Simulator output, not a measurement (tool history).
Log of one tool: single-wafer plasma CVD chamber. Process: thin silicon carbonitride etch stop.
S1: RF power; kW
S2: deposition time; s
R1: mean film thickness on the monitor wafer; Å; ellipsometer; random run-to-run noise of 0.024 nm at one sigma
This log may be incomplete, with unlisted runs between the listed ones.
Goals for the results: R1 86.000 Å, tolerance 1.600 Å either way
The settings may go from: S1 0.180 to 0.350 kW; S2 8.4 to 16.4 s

run 1 hour=0.0 | S1=0.265 S2=12.4 | R1=75.434
run 2 hour=3.3 | S1=0.265 S2=11.2 | R1=67.752
run 3 hour=8.4 | S1=0.275 S2=11.5 | R1=70.336
run 4 hour=9.9 | S1=0.275 S2=12.6 | R1=76.846
run 5 hour=15.7 | S1=0.275 S2=13.5 | R1=82.953
run 6 hour=20.9 | S1=0.280 S2=13.5 | R1=82.817
run 7 hour=23.9 | S1=0.285 S2=13.5 | R1=82.907
run 8 hour=28.1 | S1=0.285 S2=13.6 | R1=83.791

Which one of the following 4 next-run settings gets every result inside its allowed miss? There is exactly one.
run A hour=32.3 | S1=0.305 S2=13.3 | R1=?
run B hour=32.3 | S1=0.295 S2=13.1 | R1=?
run C hour=32.3 | S1=0.320 S2=13.7 | R1=?
run D hour=32.3 | S1=0.265 S2=13.3 | R1=?

move=A R1=82.751
move=B R1=80.921
move=C R1=86.138
move=D R1=80.313
A: the biggest miss grows against the last run
B: the biggest miss grows against the last run
C: in spec on every target
D: the biggest miss grows against the last run
So the answer is move C, the one that meets all the targets.
